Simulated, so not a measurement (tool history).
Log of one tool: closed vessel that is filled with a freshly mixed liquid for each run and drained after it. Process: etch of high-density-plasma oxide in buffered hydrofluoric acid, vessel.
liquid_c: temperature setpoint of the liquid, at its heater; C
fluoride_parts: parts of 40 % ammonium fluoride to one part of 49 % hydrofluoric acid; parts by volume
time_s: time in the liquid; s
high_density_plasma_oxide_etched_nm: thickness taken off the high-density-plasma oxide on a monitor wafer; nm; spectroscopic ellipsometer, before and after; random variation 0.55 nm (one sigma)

run  hour  liquid_c  fluoride_parts  time_s  high_density_plasma_oxide_etched_nm
  1   0.0      25.0            16.5      90                              102.940
  2   0.9      24.0            16.5      90                               99.963
  3   4.7      26.5            16.5      90                              112.350
  4   7.1      25.0            16.5      90                              105.240
  5  15.7      25.0            19.0      90                               90.684
  6  24.8      25.0            19.0     100                              101.050
  7  28.9      21.0            19.0     100                               82.336
  8  36.6      18.5            19.0     100                               70.345

The next listed run, before its measurement:
  9  40.3      19.0            19.0     100                                    ?

{"run 9": {"high_density_plasma_oxide_etched_nm": 72.102}}
